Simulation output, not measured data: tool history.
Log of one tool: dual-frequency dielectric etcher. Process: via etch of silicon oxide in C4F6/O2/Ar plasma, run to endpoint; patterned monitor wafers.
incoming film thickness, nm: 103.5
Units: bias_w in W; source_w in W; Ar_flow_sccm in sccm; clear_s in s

Run 1, hour 0.0: bias_w 323 W, source_w 450 W, Ar_flow_sccm 309 sccm. Result: clear_s 23.575 s.
Run 2, hour 1.9: bias_w 323 W, source_w 450 W, Ar_flow_sccm 356 sccm. Result: clear_s 23.204 s.
Run 3, hour 10.9: bias_w 323 W, source_w 500 W, Ar_flow_sccm 356 sccm. Result: clear_s 22.487 s.
Run 4, hour 12.8: bias_w 323 W, source_w 440 W, Ar_flow_sccm 356 sccm. Result: clear_s 23.558 s.
Run 5, hour 20.4: bias_w 323 W, source_w 510 W, Ar_flow_sccm 356 sccm. Result: clear_s 22.455 s.
Run 6, hour 28.1: bias_w 323 W, source_w 440 W, Ar_flow_sccm 356 sccm. Result: clear_s 23.618 s.

Forecast run 7:
Run 7, hour 32.0: bias_w 303 W, source_w 430 W, Ar_flow_sccm 356 sccm. Result: clear_s ?.

{"run 7": {"clear_s": 24.261}}
